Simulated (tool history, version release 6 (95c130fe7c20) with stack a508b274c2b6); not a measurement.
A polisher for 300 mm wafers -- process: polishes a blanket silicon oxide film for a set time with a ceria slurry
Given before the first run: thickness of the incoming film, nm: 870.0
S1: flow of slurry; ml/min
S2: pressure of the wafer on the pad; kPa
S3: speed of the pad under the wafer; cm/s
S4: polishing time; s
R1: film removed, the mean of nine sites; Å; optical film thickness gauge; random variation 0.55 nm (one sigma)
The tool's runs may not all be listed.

run	hour	S1	S2	S3	S4	R1
1	0.0	230	17.2	84	49	1217.40
2	3.9	230	15.9	82	49	1107.10
3	5.3	230	15.9	82	51	1154.90
4	10.0	230	18.6	82	51	1351.10
5	15.1	230	18.6	82	51	1350.40
6	21.8	230	18.6	68	51	1175.10
7	28.7	230	17.2	66	51	1058.90
8	31.1	230	15.9	64	51	936.29

Expected results for the next run?
9	37.7	225	11.0	62	51	?

R1: 655.07 Å
